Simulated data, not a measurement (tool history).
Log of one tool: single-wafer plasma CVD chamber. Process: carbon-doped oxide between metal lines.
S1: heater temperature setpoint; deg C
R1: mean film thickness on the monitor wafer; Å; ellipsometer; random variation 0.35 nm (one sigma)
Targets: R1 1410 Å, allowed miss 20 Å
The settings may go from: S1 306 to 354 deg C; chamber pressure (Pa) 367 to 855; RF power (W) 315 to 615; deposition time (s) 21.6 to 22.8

run 1 hour=0 | S1=330 chamber_pressure_(Pa)=611 RF_power_(W)=465 deposition_time_(s)=22.8 | R1=1160.9
run 2 hour=6.8 | S1=330 chamber_pressure_(Pa)=611 RF_power_(W)=525 deposition_time_(s)=22.8 | R1=1249.7
run 3 hour=7.7 | S1=330 chamber_pressure_(Pa)=611 RF_power_(W)=495 deposition_time_(s)=22.8 | R1=1203
run 4 hour=11.3 | S1=330 chamber_pressure_(Pa)=611 RF_power_(W)=465 deposition_time_(s)=22.8 | R1=1156.9
run 5 hour=17.4 | S1=330 chamber_pressure_(Pa)=611 RF_power_(W)=440 deposition_time_(s)=22.8 | R1=1118.3
run 6 hour=24.7 | S1=327 chamber_pressure_(Pa)=639 RF_power_(W)=455 deposition_time_(s)=22.8 | R1=1173.9
run 7 hour=27.8 | S1=324 chamber_pressure_(Pa)=667 RF_power_(W)=455 deposition_time_(s)=22.8 | R1=1189.4
run 8 hour=34.6 | S1=322 chamber_pressure_(Pa)=689 RF_power_(W)=465 deposition_time_(s)=22.8 | R1=1225.8
run 9 hour=40.1 | S1=320 chamber_pressure_(Pa)=711 RF_power_(W)=470 deposition_time_(s)=22.8 | R1=1261.4
run 10 hour=41.5 | S1=318 chamber_pressure_(Pa)=729 RF_power_(W)=470 deposition_time_(s)=22.8 | R1=1269.9
run 11 hour=43.8 | S1=317 chamber_pressure_(Pa)=745 RF_power_(W)=475 deposition_time_(s)=22.8 | R1=1294.1
run 12 hour=50.6 | S1=316 chamber_pressure_(Pa)=760 RF_power_(W)=475 deposition_time_(s)=22.8 | R1=1296.9
run 13 hour=58.5 | S1=315 chamber_pressure_(Pa)=771 RF_power_(W)=480 deposition_time_(s)=22.8 | R1=1319.7
run 14 hour=66 | S1=314 chamber_pressure_(Pa)=781 RF_power_(W)=480 deposition_time_(s)=22.8 | R1=1318.5
run 15 hour=67.4 | S1=313 chamber_pressure_(Pa)=789 RF_power_(W)=485 deposition_time_(s)=22.8 | R1=1346.8

4 next moves are on the table. One of them brings every result within its allowed miss. Which?
run A hour=68.8 | S1=308 chamber_pressure_(Pa)=851 RF_power_(W)=525 deposition_time_(s)=22.1 | R1=?
run B hour=68.8 | S1=312 chamber_pressure_(Pa)=788 RF_power_(W)=505 deposition_time_(s)=22.7 | R1=?
run C hour=68.8 | S1=308 chamber_pressure_(Pa)=791 RF_power_(W)=495 deposition_time_(s)=22.2 | R1=?
run D hour=68.8 | S1=310 chamber_pressure_(Pa)=761 RF_power_(W)=555 deposition_time_(s)=22.6 | R1=?

move=A R1=1410.3
move=B R1=1378.2
move=C R1=1358.6
move=D R1=1460.3
A: meets every target
B: nearer than the last run, and not there yet
C: nearer than the last run, and not there yet
D: takes the result that was furthest off past its target
Answer: A

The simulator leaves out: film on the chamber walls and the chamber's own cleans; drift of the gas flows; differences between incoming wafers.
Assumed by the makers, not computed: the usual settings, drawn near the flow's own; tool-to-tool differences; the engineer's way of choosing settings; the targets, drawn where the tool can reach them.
